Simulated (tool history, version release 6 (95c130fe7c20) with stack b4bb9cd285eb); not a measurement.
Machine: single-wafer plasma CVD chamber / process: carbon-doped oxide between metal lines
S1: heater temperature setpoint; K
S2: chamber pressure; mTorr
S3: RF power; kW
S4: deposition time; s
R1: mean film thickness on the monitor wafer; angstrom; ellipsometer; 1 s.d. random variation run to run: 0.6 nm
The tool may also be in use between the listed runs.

run  hour      S1    S2     S3    S4      R1
  1     0  613.15  5540  0.485  26.5  1467.1
  2   2.3  623.15  5540  0.485  26.5  1407.7
  3   3.7  618.15  5540  0.485  26.5  1439.3
  4   6.8  618.15  6490  0.485  26.5  1461.1
  5  10.3  618.15  6490  0.485  26.5  1458.3
  6  18.5  618.15  5860  0.485  26.5    1444

Expected results for the next run?
  7  25.9  623.15  5640  0.44  26.5   ?

Run 7 gave R1 1261.2 angstrom.
